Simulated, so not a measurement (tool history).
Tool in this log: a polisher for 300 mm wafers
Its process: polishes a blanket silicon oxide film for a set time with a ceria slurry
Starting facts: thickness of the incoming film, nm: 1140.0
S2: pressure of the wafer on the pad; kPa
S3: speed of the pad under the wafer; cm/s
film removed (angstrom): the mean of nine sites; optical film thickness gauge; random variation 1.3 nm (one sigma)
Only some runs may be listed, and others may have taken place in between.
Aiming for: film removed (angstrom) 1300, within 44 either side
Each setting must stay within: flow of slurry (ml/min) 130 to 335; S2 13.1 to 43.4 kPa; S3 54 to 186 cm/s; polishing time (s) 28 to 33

Run 1, day 0: flow of slurry (ml/min) 215, S2 28.3 kPa, S3 118 cm/s, polishing time (s) 33. Result: film removed (angstrom) 2080.5.
Run 2, day 0.375: flow of slurry (ml/min) 215, S2 25.5 kPa, S3 118 cm/s, polishing time (s) 33. Result: film removed (angstrom) 1860.6.
Run 3, day 0.662: flow of slurry (ml/min) 215, S2 25.5 kPa, S3 118 cm/s, polishing time (s) 28. Result: film removed (angstrom) 1581.5.
Run 4, day 0.921: flow of slurry (ml/min) 215, S2 25.5 kPa, S3 118 cm/s, polishing time (s) 28. Result: film removed (angstrom) 1616.1.
Run 5, day 1.133: flow of slurry (ml/min) 215, S2 25.5 kPa, S3 130 cm/s, polishing time (s) 28. Result: film removed (angstrom) 1753.1.
Run 6, day 1.217: flow of slurry (ml/min) 245, S2 25.5 kPa, S3 130 cm/s, polishing time (s) 28. Result: film removed (angstrom) 1821.2.
Run 7, day 1.421: flow of slurry (ml/min) 235, S2 24.1 kPa, S3 130 cm/s, polishing time (s) 28. Result: film removed (angstrom) 1650.2.
Run 8, day 1.796: flow of slurry (ml/min) 235, S2 22.8 kPa, S3 130 cm/s, polishing time (s) 28. Result: film removed (angstrom) 1588.7.
Run 9, day 2.171: flow of slurry (ml/min) 230, S2 22.1 kPa, S3 130 cm/s, polishing time (s) 28. Result: film removed (angstrom) 1571.1.
Run 10, day 2.362: flow of slurry (ml/min) 230, S2 20.7 kPa, S3 130 cm/s, polishing time (s) 28. Result: film removed (angstrom) 1497.7.
Run 11, day 2.467: flow of slurry (ml/min) 230, S2 20 kPa, S3 130 cm/s, polishing time (s) 28. Result: film removed (angstrom) 1435.
Run 12, day 2.617: flow of slurry (ml/min) 230, S2 19.3 kPa, S3 130 cm/s, polishing time (s) 28. Result: film removed (angstrom) 1406.2.
Run 13, day 2.692: flow of slurry (ml/min) 230, S2 18.6 kPa, S3 130 cm/s, polishing time (s) 28. Result: film removed (angstrom) 1368.3.

5 next moves are on the table. One of them brings every result within its allowed miss. Which?
Run A, day 2.767: flow of slurry (ml/min) 230, S2 17.2 kPa, S3 124 cm/s, polishing time (s) 28. Result: film removed (angstrom) ?.
Run B, day 2.767: flow of slurry (ml/min) 215, S2 13.8 kPa, S3 126 cm/s, polishing time (s) 32. Result: film removed (angstrom) ?.
Run C, day 2.767: flow of slurry (ml/min) 220, S2 18.6 kPa, S3 126 cm/s, polishing time (s) 28. Result: film removed (angstrom) ?.
Run D, day 2.767: flow of slurry (ml/min) 220, S2 15.2 kPa, S3 130 cm/s, polishing time (s) 29. Result: film removed (angstrom) ?.
Run E, day 2.767: flow of slurry (ml/min) 235, S2 20 kPa, S3 126 cm/s, polishing time (s) 30. Result: film removed (angstrom) ?.

move  film removed (angstrom)
   A                   1234.9
   B                   1191.9
   C                   1326.7
   D                     1201
   E                   1519.7
A: carries the result that was furthest off beyond its target, to the other side
B: carries the result that was furthest off beyond its target, to the other side
C: all results in spec
D: carries the result that was furthest off beyond its target, to the other side
E: lands further from the targets than the last run did
C is the move that brings every result within its allowed miss.

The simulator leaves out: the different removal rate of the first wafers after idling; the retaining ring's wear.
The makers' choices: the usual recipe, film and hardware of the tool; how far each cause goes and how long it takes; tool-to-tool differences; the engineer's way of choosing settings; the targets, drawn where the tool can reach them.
